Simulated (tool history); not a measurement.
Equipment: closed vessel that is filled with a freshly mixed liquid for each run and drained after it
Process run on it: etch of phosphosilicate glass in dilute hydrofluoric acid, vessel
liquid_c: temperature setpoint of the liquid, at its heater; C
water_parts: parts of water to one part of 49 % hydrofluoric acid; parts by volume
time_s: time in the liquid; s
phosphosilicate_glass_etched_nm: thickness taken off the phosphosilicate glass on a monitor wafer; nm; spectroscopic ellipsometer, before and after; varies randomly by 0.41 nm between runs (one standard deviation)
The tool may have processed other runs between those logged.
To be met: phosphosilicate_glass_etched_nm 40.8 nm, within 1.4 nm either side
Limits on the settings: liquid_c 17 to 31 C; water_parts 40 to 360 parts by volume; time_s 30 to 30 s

| run | hour | liquid_c | water_parts | time_s | phosphosilicate_glass_etched_nm |
|---|---|---|---|---|---|
| 1 | 0 | 23 | 200 | 30 | 20.784 |
| 2 | 6.1 | 23 | 155 | 30 | 28.098 |
| 3 | 14.9 | 24.5 | 150 | 30 | 30.537 |
| 4 | 23.7 | 24.5 | 150 | 30 | 31.036 |
| 5 | 25.1 | 26 | 150 | 30 | 32.689 |
| 6 | 27.6 | 26 | 220 | 30 | 20.519 |
| 7 | 29.6 | 26 | 220 | 30 | 20.658 |
| 8 | 36.4 | 27 | 205 | 30 | 23.213 |
| 9 | 42.1 | 28 | 190 | 30 | 26.087 |
| 10 | 44.2 | 28.5 | 175 | 30 | 29.413 |
| 11 | 51.9 | 28.5 | 175 | 30 | 29.696 |
| 12 | 58.2 | 29 | 165 | 30 | 32.191 |
| 13 | 65.2 | 31 | 130 | 30 | 46.378 |
| 14 | 67.9 | 30.5 | 130 | 30 | 45.318 |
| 15 | 70.4 | 30 | 130 | 30 | 44.877 |
| 16 | 72 | 29.5 | 130 | 30 | 43.546 |
| 17 | 81 | 29 | 130 | 30 | 42.936 |

Pick the move, out of 4, that brings all results within their allowed miss; only one does.
| A | 90 | 28 | 130 | 30 | ? |
| B | 90 | 30 | 150 | 30 | ? |
| C | 90 | 28.5 | 125 | 30 | ? |
| D | 90 | 29 | 125 | 30 | ? |

| move | phosphosilicate_glass_etched_nm |
|---|---|
| A | 40.937 |
| B | 37.195 |
| C | 43.658 |
| D | 44.476 |
A: in spec on every target
B: takes the biggest miss from the last run beyond its target
C: lands further from the targets than the last run did
D: lands further from the targets than the last run did
The move that meets every target is A.
